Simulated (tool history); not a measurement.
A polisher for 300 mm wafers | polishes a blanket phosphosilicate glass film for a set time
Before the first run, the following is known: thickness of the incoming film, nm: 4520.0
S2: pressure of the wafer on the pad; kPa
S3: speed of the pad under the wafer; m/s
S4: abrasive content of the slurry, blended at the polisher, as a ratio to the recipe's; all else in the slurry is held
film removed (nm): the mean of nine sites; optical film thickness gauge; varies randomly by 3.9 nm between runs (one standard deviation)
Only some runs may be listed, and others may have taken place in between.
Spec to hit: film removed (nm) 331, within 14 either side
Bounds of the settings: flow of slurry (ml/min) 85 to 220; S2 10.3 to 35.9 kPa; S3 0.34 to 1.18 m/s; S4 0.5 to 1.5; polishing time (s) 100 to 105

run 1 hour=0 | flow_of_slurry_(ml/min)=140 S2=22.8 S3=0.76 S4=1 polishing_time_(s)=100 | film_removed_(nm)=686
run 2 hour=1 | flow_of_slurry_(ml/min)=140 S2=21.4 S3=0.74 S4=1 polishing_time_(s)=100 | film_removed_(nm)=637.08
run 3 hour=3.4 | flow_of_slurry_(ml/min)=140 S2=17.9 S3=0.74 S4=1 polishing_time_(s)=100 | film_removed_(nm)=527.97
run 4 hour=9.1 | flow_of_slurry_(ml/min)=140 S2=17.9 S3=0.74 S4=0.8 polishing_time_(s)=100 | film_removed_(nm)=484.82
run 5 hour=15.7 | flow_of_slurry_(ml/min)=140 S2=17.2 S3=0.74 S4=0.8 polishing_time_(s)=100 | film_removed_(nm)=467.71
run 6 hour=20.9 | flow_of_slurry_(ml/min)=140 S2=17.2 S3=0.62 S4=0.8 polishing_time_(s)=100 | film_removed_(nm)=421.99
run 7 hour=28.5 | flow_of_slurry_(ml/min)=140 S2=16.5 S3=0.62 S4=0.8 polishing_time_(s)=100 | film_removed_(nm)=410.62
run 8 hour=36 | flow_of_slurry_(ml/min)=140 S2=15.9 S3=0.62 S4=0.8 polishing_time_(s)=100 | film_removed_(nm)=385.18
run 9 hour=40.1 | flow_of_slurry_(ml/min)=130 S2=12.4 S3=0.62 S4=0.8 polishing_time_(s)=100 | film_removed_(nm)=302.81
run 10 hour=47.3 | flow_of_slurry_(ml/min)=140 S2=12.4 S3=0.62 S4=0.8 polishing_time_(s)=100 | film_removed_(nm)=305.91

Exercise: of the 4 proposed moves below, exactly one satisfies all targets within the stated allowed misses. Which move is it?
run A hour=54.5 | flow_of_slurry_(ml/min)=140 S2=12.4 S3=0.66 S4=0.8 polishing_time_(s)=105 | film_removed_(nm)=?
run B hour=54.5 | flow_of_slurry_(ml/min)=165 S2=11.7 S3=0.56 S4=0.75 polishing_time_(s)=100 | film_removed_(nm)=?
run C hour=54.5 | flow_of_slurry_(ml/min)=120 S2=11 S3=0.84 S4=0.65 polishing_time_(s)=105 | film_removed_(nm)=?
run D hour=54.5 | flow_of_slurry_(ml/min)=85 S2=13.8 S3=0.68 S4=0.95 polishing_time_(s)=104 | film_removed_(nm)=?

move=A film_removed_(nm)=333.86
move=B film_removed_(nm)=271.02
move=C film_removed_(nm)=301.7
move=D film_removed_(nm)=369.41
A: all results land within tolerance of their targets
B: the biggest miss grows against the last run
C: the biggest miss grows against the last run
D: pushes the last run's worst result past its target
A meets every target.

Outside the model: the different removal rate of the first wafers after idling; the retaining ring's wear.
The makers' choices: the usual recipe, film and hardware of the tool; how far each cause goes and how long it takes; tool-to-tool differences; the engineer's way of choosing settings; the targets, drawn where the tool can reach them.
